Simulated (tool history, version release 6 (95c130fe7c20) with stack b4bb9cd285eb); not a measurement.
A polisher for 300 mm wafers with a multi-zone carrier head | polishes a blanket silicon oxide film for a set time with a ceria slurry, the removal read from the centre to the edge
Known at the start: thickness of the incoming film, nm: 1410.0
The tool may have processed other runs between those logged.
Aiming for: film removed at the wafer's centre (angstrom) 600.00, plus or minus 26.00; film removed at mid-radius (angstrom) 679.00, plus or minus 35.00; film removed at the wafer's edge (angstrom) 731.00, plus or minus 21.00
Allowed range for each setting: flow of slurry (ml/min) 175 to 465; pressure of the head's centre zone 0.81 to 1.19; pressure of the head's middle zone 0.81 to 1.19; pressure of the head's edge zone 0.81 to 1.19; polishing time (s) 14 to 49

| run | hour | flow of slurry (ml/min) | pressure of the head's centre zone | pressure of the head's middle zone | pressure of the head's edge zone | polishing time (s) | film removed at the wafer's centre (angstrom) | film removed at mid-radius (angstrom) | film removed at the wafer's edge (angstrom) |
|---|---|---|---|---|---|---|---|---|---|
| 1 | 0.0 | 295 | 1.00 | 1.00 | 1.00 | 31 | 1043.90 | 1058.80 | 1118.40 |
| 2 | 5.9 | 290 | 0.98 | 0.99 | 0.99 | 29 | 956.24 | 952.34 | 1037.10 |
| 3 | 11.0 | 290 | 1.03 | 0.99 | 0.99 | 29 | 1015.60 | 1013.50 | 1045.10 |
| 4 | 15.2 | 290 | 1.03 | 0.99 | 0.96 | 29 | 1009.50 | 987.41 | 1024.70 |
| 5 | 22.2 | 290 | 1.03 | 1.07 | 0.96 | 29 | 988.14 | 1032.40 | 1013.40 |
| 6 | 27.6 | 285 | 1.00 | 1.07 | 0.95 | 28 | 940.58 | 999.23 | 990.57 |
| 7 | 30.5 | 285 | 0.98 | 1.07 | 0.95 | 27 | 884.43 | 983.26 | 945.19 |
| 8 | 32.0 | 280 | 0.96 | 1.05 | 0.95 | 26 | 838.57 | 936.27 | 924.57 |
| 9 | 34.4 | 280 | 0.95 | 1.03 | 0.95 | 25 | 803.40 | 870.09 | 878.01 |
| 10 | 43.2 | 240 | 0.85 | 0.95 | 0.94 | 20 | 564.85 | 635.85 | 698.62 |
| 11 | 52.2 | 245 | 0.85 | 0.95 | 0.94 | 20 | 575.79 | 647.87 | 684.71 |
| 12 | 56.7 | 250 | 0.85 | 0.95 | 0.95 | 20 | 577.89 | 648.89 | 700.98 |
| 13 | 58.9 | 255 | 0.85 | 0.95 | 0.95 | 20 | 569.82 | 656.07 | 694.19 |
| 14 | 59.8 | 255 | 0.85 | 0.95 | 0.96 | 20 | 571.08 | 663.89 | 706.30 |

Which of these 5 next moves meets every target?
| A | 60.7 | 270 | 0.90 | 1.00 | 0.92 | 20 | ? | ? | ? |
| B | 60.7 | 285 | 0.94 | 1.01 | 0.99 | 19 | ? | ? | ? |
| C | 60.7 | 330 | 0.83 | 1.10 | 0.91 | 21 | ? | ? | ? |
| D | 60.7 | 175 | 0.93 | 0.90 | 0.84 | 23 | ? | ? | ? |
| E | 60.7 | 205 | 0.88 | 0.98 | 0.99 | 21 | ? | ? | ? |

| move | film removed at the wafer's centre (angstrom) | film removed at mid-radius (angstrom) | film removed at the wafer's edge (angstrom) |
|---|---|---|---|
| A | 595.27 | 696.50 | 691.64 |
| B | 594.92 | 670.61 | 683.29 |
| C | 589.90 | 804.15 | 733.30 |
| D | 656.99 | 692.60 | 727.77 |
| E | 585.74 | 693.39 | 731.03 |
A: misses by more than the last run did
B: misses by more than the last run did
C: gets the furthest-off result to its target, but another result is out of tolerance
D: gets the furthest-off result to its target, but another result is out of tolerance
E: all results in spec
E is the move that brings every result within its allowed miss.

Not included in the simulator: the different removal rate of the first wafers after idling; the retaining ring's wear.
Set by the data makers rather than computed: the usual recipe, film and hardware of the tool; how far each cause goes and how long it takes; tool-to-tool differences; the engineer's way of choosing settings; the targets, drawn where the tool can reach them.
